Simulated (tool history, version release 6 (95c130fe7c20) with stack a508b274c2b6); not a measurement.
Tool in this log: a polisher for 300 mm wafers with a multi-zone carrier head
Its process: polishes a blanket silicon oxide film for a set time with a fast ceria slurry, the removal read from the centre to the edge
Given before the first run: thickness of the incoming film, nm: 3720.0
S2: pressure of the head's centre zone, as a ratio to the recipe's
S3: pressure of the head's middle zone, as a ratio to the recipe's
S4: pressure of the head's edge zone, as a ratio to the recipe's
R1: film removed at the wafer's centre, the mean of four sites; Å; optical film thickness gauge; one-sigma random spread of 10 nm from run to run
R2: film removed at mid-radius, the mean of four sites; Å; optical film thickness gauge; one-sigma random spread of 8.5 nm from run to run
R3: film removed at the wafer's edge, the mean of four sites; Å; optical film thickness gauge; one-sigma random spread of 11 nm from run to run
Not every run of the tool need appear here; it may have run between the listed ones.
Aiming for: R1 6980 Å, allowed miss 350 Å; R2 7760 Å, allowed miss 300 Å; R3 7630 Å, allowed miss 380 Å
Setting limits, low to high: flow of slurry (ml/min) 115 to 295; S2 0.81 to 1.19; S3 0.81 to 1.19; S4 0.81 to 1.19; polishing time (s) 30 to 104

Run 1, hour 0: flow of slurry (ml/min) 190, S2 1, S3 1, S4 1, polishing time (s) 67. Result: R1 5462.2 Å, R2 5278.3 Å, R3 5251.6 Å.
Run 2, hour 4.4: flow of slurry (ml/min) 190, S2 1, S3 1, S4 0.96, polishing time (s) 67. Result: R1 5431.8 Å, R2 5204.8 Å, R3 5018.1 Å.
Run 3, hour 10.1: flow of slurry (ml/min) 195, S2 1, S3 1.01, S4 0.98, polishing time (s) 69. Result: R1 5613.4 Å, R2 5529 Å, R3 5321.8 Å.
Run 4, hour 18.5: flow of slurry (ml/min) 200, S2 1, S3 1.02, S4 1, polishing time (s) 70. Result: R1 5617.4 Å, R2 5565.3 Å, R3 5415.1 Å.
Run 5, hour 22.2: flow of slurry (ml/min) 200, S2 1, S3 1.07, S4 1, polishing time (s) 70. Result: R1 5673.3 Å, R2 5910.1 Å, R3 5431.7 Å.
Run 6, hour 24.4: flow of slurry (ml/min) 200, S2 1, S3 1.07, S4 1.06, polishing time (s) 70. Result: R1 5791.4 Å, R2 5822.5 Å, R3 5755.5 Å.
Run 7, hour 31.6: flow of slurry (ml/min) 200, S2 1, S3 1.08, S4 1.07, polishing time (s) 72. Result: R1 5951.8 Å, R2 6023.8 Å, R3 5858 Å.
Run 8, hour 35.7: flow of slurry (ml/min) 200, S2 0.99, S3 1.09, S4 1.08, polishing time (s) 74. Result: R1 6061.7 Å, R2 6285.8 Å, R3 6103.9 Å.
Run 9, hour 38.1: flow of slurry (ml/min) 200, S2 0.99, S3 1.1, S4 1.09, polishing time (s) 75. Result: R1 5945.8 Å, R2 6428.8 Å, R3 5946.4 Å.
Run 10, hour 39.3: flow of slurry (ml/min) 205, S2 0.98, S3 1.1, S4 1.1, polishing time (s) 77. Result: R1 6135.9 Å, R2 6599 Å, R3 6305.6 Å.
Run 11, hour 47: flow of slurry (ml/min) 205, S2 0.98, S3 1.1, S4 1.11, polishing time (s) 78. Result: R1 6301.3 Å, R2 6662.1 Å, R3 6594.5 Å.
Run 12, hour 54.1: flow of slurry (ml/min) 210, S2 0.98, S3 1.11, S4 1.12, polishing time (s) 79. Result: R1 6531.7 Å, R2 6863.6 Å, R3 6429 Å.
Run 13, hour 58.2: flow of slurry (ml/min) 205, S2 0.98, S3 1.11, S4 1.13, polishing time (s) 80. Result: R1 6454.8 Å, R2 6907.9 Å, R3 6655.7 Å.

Which single option among these 5 for the next run brings every result within its allowed miss of target? Just one does.
Run A, hour 62.3: flow of slurry (ml/min) 240, S2 0.96, S3 1.13, S4 1.19, polishing time (s) 87. Result: R1 ?, R2 ?, R3 ?.
Run B, hour 62.3: flow of slurry (ml/min) 270, S2 1.19, S3 1.11, S4 1.07, polishing time (s) 71. Result: R1 ?, R2 ?, R3 ?.
Run C, hour 62.3: flow of slurry (ml/min) 135, S2 1.18, S3 0.88, S4 1.19, polishing time (s) 89. Result: R1 ?, R2 ?, R3 ?.
Run D, hour 62.3: flow of slurry (ml/min) 150, S2 0.81, S3 1.15, S4 1.16, polishing time (s) 97. Result: R1 ?, R2 ?, R3 ?.
Run E, hour 62.3: flow of slurry (ml/min) 210, S2 1.07, S3 1.18, S4 1.07, polishing time (s) 88. Result: R1 ?, R2 ?, R3 ?.

move      R1      R2      R3
   A  6976.6  7852.1  7572.9
   B  7027.8  6379.7  5906.5
   C  7956.4  6053.8    7380
   D  6264.8  8408.1  7991.7
   E  7671.9    8123  7171.3
A: hits every target within its allowed miss
B: further off than the last run
C: further off than the last run
D: pushes the last run's worst result past its target
E: pushes the last run's worst result past its target
Correct choice: A, which meets every target
